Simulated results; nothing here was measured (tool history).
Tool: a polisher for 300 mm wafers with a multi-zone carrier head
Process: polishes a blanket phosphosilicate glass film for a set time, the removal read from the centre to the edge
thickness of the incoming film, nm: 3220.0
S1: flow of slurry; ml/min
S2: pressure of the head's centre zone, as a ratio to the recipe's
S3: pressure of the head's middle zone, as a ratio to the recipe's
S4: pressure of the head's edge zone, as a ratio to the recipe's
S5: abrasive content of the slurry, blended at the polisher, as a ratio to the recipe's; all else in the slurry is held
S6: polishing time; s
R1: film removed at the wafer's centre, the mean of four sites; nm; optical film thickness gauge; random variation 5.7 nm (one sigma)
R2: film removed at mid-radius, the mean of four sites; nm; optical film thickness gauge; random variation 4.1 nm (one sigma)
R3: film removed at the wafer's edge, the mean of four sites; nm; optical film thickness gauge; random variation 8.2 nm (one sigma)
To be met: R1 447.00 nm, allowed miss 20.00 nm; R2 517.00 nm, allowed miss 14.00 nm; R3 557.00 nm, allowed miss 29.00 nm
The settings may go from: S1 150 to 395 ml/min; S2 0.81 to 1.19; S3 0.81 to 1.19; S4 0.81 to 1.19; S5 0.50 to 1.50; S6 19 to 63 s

run 1 hour=0.0 | S1=250 S2=1.00 S3=1.00 S4=1.00 S5=1.00 S6=41 | R1=386.98 R2=374.10 R3=391.68
run 2 hour=7.6 | S1=250 S2=1.00 S3=1.00 S4=1.00 S5=1.20 S6=41 | R1=423.43 R2=405.97 R3=420.01
run 3 hour=9.6 | S1=250 S2=1.00 S3=1.06 S4=1.00 S5=1.20 S6=41 | R1=417.68 R2=430.60 R3=440.44
run 4 hour=13.4 | S1=250 S2=1.00 S3=1.06 S4=0.93 S5=1.20 S6=41 | R1=415.00 R2=425.77 R3=418.81
run 5 hour=19.3 | S1=250 S2=1.00 S3=1.07 S4=0.96 S5=1.20 S6=41 | R1=416.24 R2=426.53 R3=418.67
run 6 hour=19.9 | S1=310 S2=1.00 S3=1.07 S4=0.96 S5=1.20 S6=41 | R1=424.43 R2=434.72 R3=410.03
run 7 hour=28.3 | S1=295 S2=1.00 S3=1.08 S4=0.98 S5=1.25 S6=41 | R1=438.67 R2=443.61 R3=433.07
run 8 hour=29.8 | S1=270 S2=0.90 S3=1.18 S4=1.08 S5=1.50 S6=41 | R1=406.79 R2=520.92 R3=495.47
run 9 hour=37.1 | S1=265 S2=0.90 S3=1.17 S4=1.09 S5=1.50 S6=41 | R1=406.35 R2=502.05 R3=496.35
run 10 hour=40.9 | S1=265 S2=0.90 S3=1.17 S4=1.10 S5=1.50 S6=41 | R1=402.63 R2=514.95 R3=487.92
run 11 hour=46.3 | S1=270 S2=0.90 S3=1.07 S4=1.16 S5=1.50 S6=46 | R1=460.73 R2=534.32 R3=556.96
run 12 hour=49.7 | S1=265 S2=0.90 S3=1.07 S4=1.16 S5=1.50 S6=46 | R1=469.68 R2=534.24 R3=547.78

Which of these 5 next moves meets every target?
run A hour=53.1 | S1=240 S2=0.87 S3=0.97 S4=1.17 S5=1.45 S6=47 | R1=? R2=? R3=?
run B hour=53.1 | S1=290 S2=1.03 S3=1.01 S4=1.16 S5=1.50 S6=45 | R1=? R2=? R3=?
run C hour=53.1 | S1=250 S2=0.81 S3=0.95 S4=1.18 S5=1.50 S6=50 | R1=? R2=? R3=?
run D hour=53.1 | S1=230 S2=0.84 S3=0.82 S4=1.17 S5=1.50 S6=54 | R1=? R2=? R3=?
run E hour=53.1 | S1=360 S2=0.86 S3=1.03 S4=1.15 S5=1.35 S6=47 | R1=? R2=? R3=?

move=A R1=444.71 R2=487.60 R3=570.58
move=B R1=520.15 R2=496.31 R3=557.06
move=C R1=447.33 R2=518.04 R3=618.87
move=D R1=496.74 R2=491.77 R3=663.21
move=E R1=443.36 R2=515.40 R3=563.81
A: takes the result that was furthest off past its target
B: takes the result that was furthest off past its target
C: brings the result that was furthest off to its target, and leaves another outside
D: takes the result that was furthest off past its target
E: meets every target
Answer: E
